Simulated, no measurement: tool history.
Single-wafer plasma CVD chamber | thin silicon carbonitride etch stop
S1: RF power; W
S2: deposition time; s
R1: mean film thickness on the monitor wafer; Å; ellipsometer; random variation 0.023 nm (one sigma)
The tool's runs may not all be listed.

run  hour   S1    S2      R1
  1     0  250  13.7  75.173
  2   5.6  230  13.7    74.2
  3  12.9  230  13.5  72.801
  4  19.2  245  13.5  74.262
  5  23.6  240  13.4   72.81
  6  25.1  235  13.3  72.235
  7  28.8  230  13.2  71.161

Forecast run 8:
  8  31.4  225  13.1   ?

R1: 70.297 Å
